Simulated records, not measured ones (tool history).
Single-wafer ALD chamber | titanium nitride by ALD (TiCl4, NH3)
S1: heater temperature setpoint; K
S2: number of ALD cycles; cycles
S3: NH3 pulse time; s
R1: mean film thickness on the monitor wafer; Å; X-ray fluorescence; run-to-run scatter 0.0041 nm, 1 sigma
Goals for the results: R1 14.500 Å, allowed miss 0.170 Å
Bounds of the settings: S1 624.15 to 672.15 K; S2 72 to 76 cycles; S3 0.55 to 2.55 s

{"run": 1, "day": 0.0, "S1": 648.15, "S2": 76, "S3": 1.55, "R1": 17.09}
{"run": 2, "day": 0.092, "S1": 648.15, "S2": 76, "S3": 1.92, "R1": 17.39}
{"run": 3, "day": 0.167, "S1": 648.15, "S2": 76, "S3": 1.57, "R1": 17.064}
{"run": 4, "day": 0.296, "S1": 645.15, "S2": 76, "S3": 1.46, "R1": 16.793}
{"run": 5, "day": 0.562, "S1": 645.15, "S2": 72, "S3": 1.46, "R1": 15.948}
{"run": 6, "day": 0.862, "S1": 645.15, "S2": 72, "S3": 1.46, "R1": 16.023}
{"run": 7, "day": 1.158, "S1": 643.15, "S2": 72, "S3": 1.4, "R1": 15.949}
{"run": 8, "day": 1.196, "S1": 641.15, "S2": 72, "S3": 1.31, "R1": 15.563}
{"run": 9, "day": 1.4, "S1": 639.15, "S2": 72, "S3": 1.3, "R1": 15.589}
{"run": 10, "day": 1.592, "S1": 638.15, "S2": 72, "S3": 1.25, "R1": 15.408}
{"run": 11, "day": 1.896, "S1": 637.15, "S2": 72, "S3": 1.23, "R1": 15.307}
{"run": 12, "day": 2.217, "S1": 636.15, "S2": 72, "S3": 1.21, "R1": 15.146}
{"run": 13, "day": 2.3, "S1": 635.15, "S2": 72, "S3": 1.2, "R1": 15.237}
{"run": 14, "day": 2.325, "S1": 634.15, "S2": 72, "S3": 1.17, "R1": 15.042}
{"run": 15, "day": 2.688, "S1": 624.15, "S2": 72, "S3": 0.85, "R1": 13.249}
{"run": 16, "day": 2.925, "S1": 625.15, "S2": 72, "S3": 0.85, "R1": 13.364}
{"run": 17, "day": 3.108, "S1": 626.15, "S2": 72, "S3": 0.85, "R1": 13.256}
{"day": 3.312, "done": "thermocouple changed; heater temperature recalibrated"}
{"run": 18, "day": 3.312, "S1": 628.15, "S2": 72, "S3": 0.85, "R1": 13.262}
{"run": 19, "day": 3.425, "S1": 629.15, "S2": 72, "S3": 0.86, "R1": 13.368}
{"run": 20, "day": 3.529, "S1": 630.15, "S2": 72, "S3": 0.87, "R1": 13.453}

Which of these 5 next moves meets every target?
{"run": "A", "day": 3.633, "S1": 624.15, "S2": 72, "S3": 0.82, "R1": "?"}
{"run": "B", "day": 3.633, "S1": 625.15, "S2": 72, "S3": 0.84, "R1": "?"}
{"run": "C", "day": 3.633, "S1": 624.15, "S2": 72, "S3": 0.86, "R1": "?"}
{"run": "D", "day": 3.633, "S1": 633.15, "S2": 73, "S3": 1.01, "R1": "?"}
{"run": "E", "day": 3.633, "S1": 634.15, "S2": 72, "S3": 1.32, "R1": "?"}

move=A R1=12.685
move=B R1=12.916
move=C R1=13.004
move=D R1=14.511
move=E R1=15.210
A: its largest miss is bigger than the last run's
B: its largest miss is bigger than the last run's
C: its largest miss is bigger than the last run's
D: all results in spec
E: carries the result that was furthest off beyond its target, to the other side
D meets every target.

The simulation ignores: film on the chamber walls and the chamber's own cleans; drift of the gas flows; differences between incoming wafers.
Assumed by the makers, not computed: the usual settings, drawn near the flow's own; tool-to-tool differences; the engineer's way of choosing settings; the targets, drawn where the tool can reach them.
